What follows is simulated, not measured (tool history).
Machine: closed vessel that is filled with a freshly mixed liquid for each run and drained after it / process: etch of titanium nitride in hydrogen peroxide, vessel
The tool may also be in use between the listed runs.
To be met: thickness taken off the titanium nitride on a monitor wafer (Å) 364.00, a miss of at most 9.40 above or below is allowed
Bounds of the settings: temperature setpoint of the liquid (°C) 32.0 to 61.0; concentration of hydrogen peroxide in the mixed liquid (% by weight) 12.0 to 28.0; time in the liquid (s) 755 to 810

run	hour	temperature setpoint of the liquid (°C)	concentration of hydrogen peroxide in the mixed liquid (% by weight)	time in the liquid (s)	thickness taken off the titanium nitride on a monitor wafer (Å)
1	0.0	45.0	19.0	755	133.00
2	2.7	49.0	19.0	755	176.39
3	9.0	49.0	19.0	810	192.92
4	16.9	52.0	19.0	810	239.71
5	23.7	54.0	19.0	810	270.37
6	26.5	54.0	19.0	755	254.71
# hour 33.1: thermometer replaced
7	33.1	55.5	19.0	755	329.81
8	40.0	56.0	19.0	755	337.08
9	43.4	56.0	19.0	755	338.88
10	49.8	56.5	19.0	755	350.45
11	56.7	56.5	19.0	755	351.00

Below are 5 possible settings for the next run. Only one of them brings all results inside the allowed miss of their targets. Which is it?
A	63.6	54.5	23.5	810	?
B	63.6	56.0	16.0	780	?
C	63.6	56.5	16.5	755	?
D	63.6	57.5	12.0	810	?
E	63.6	57.5	21.5	755	?

move	thickness taken off the titanium nitride on a monitor wafer (Å)
A	344.41
B	339.27
C	342.23
D	368.03
E	388.07
A: moves away from the targets compared with the last run
B: moves away from the targets compared with the last run
C: moves away from the targets compared with the last run
D: all results land within tolerance of their targets
E: takes the biggest miss from the last run beyond its target
D is the move that brings every result within its allowed miss.
